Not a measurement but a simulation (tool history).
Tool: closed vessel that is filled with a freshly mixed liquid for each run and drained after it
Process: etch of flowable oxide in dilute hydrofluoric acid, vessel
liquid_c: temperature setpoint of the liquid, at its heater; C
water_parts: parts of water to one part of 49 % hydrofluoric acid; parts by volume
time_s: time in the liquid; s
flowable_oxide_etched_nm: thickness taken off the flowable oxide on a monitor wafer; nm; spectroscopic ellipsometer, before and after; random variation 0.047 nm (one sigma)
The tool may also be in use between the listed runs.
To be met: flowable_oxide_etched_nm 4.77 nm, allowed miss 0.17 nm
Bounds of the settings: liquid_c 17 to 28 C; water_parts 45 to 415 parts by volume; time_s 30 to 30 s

{"run": 1, "hour": 0.0, "liquid_c": 20, "water_parts": 230, "time_s": 30, "flowable_oxide_etched_nm": 4.0048}
{"run": 2, "hour": 7.7, "liquid_c": 20, "water_parts": 230, "time_s": 30, "flowable_oxide_etched_nm": 4.133}
{"run": 3, "hour": 13.4, "liquid_c": 20, "water_parts": 230, "time_s": 30, "flowable_oxide_etched_nm": 4.0806}
{"run": 4, "hour": 20.6, "liquid_c": 20.5, "water_parts": 230, "time_s": 30, "flowable_oxide_etched_nm": 4.0871}
{"run": 5, "hour": 27.0, "liquid_c": 21.5, "water_parts": 230, "time_s": 30, "flowable_oxide_etched_nm": 4.2504}
{"run": 6, "hour": 35.5, "liquid_c": 21.5, "water_parts": 285, "time_s": 30, "flowable_oxide_etched_nm": 3.2779}
{"run": 7, "hour": 39.1, "liquid_c": 22.5, "water_parts": 280, "time_s": 30, "flowable_oxide_etched_nm": 3.4912}
{"run": 8, "hour": 47.7, "liquid_c": 23.5, "water_parts": 275, "time_s": 30, "flowable_oxide_etched_nm": 3.6841}
{"run": 9, "hour": 56.1, "liquid_c": 24, "water_parts": 270, "time_s": 30, "flowable_oxide_etched_nm": 3.8296}
{"run": 10, "hour": 59.9, "liquid_c": 24.5, "water_parts": 265, "time_s": 30, "flowable_oxide_etched_nm": 4.0102}
{"run": 11, "hour": 64.8, "liquid_c": 24.5, "water_parts": 265, "time_s": 30, "flowable_oxide_etched_nm": 4.0148}

4 next moves are on the table. One of them brings every result within its allowed miss. Which?
{"run": "A", "hour": 69.7, "liquid_c": 23, "water_parts": 220, "time_s": 30, "flowable_oxide_etched_nm": "?"}
{"run": "B", "hour": 69.7, "liquid_c": 21, "water_parts": 290, "time_s": 30, "flowable_oxide_etched_nm": "?"}
{"run": "C", "hour": 69.7, "liquid_c": 23.5, "water_parts": 285, "time_s": 30, "flowable_oxide_etched_nm": "?"}
{"run": "D", "hour": 69.7, "liquid_c": 24, "water_parts": 280, "time_s": 30, "flowable_oxide_etched_nm": "?"}

move=A flowable_oxide_etched_nm=4.7406
move=B flowable_oxide_etched_nm=3.1227
move=C flowable_oxide_etched_nm=3.4912
move=D flowable_oxide_etched_nm=3.6344
A: meets every target
B: further off than the last run
C: further off than the last run
D: further off than the last run
Answer: A
